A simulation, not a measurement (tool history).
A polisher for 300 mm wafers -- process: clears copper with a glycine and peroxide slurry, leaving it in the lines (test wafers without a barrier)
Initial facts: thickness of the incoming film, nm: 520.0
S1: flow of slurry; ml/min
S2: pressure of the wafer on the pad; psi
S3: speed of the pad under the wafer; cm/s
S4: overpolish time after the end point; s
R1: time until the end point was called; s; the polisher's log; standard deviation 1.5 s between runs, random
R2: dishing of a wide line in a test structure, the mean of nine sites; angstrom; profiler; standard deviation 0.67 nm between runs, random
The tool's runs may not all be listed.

run  hour   S1   S2  S3  S4      R1      R2
  1     0  290  3.3  80  12  117.01  500.82
  2   1.2  290  3.3  80  10  119.01  415.63
  3   8.1  285  3.1  80  12  123.84  476.81
  4  14.4  285  3.7  80  12  109.81  534.74
  5    17  280  3.5  80  13  114.08   556.8
  6  24.4  335  3.5  80  13   109.8  559.02
  7    26  310  3.3  80  14   115.8  575.65

Expected results for the next run?
  8  34.5  290  3.2  80  15   ?   ?

{"run 8": {"R1": 120.59, "R2": 588.54}}
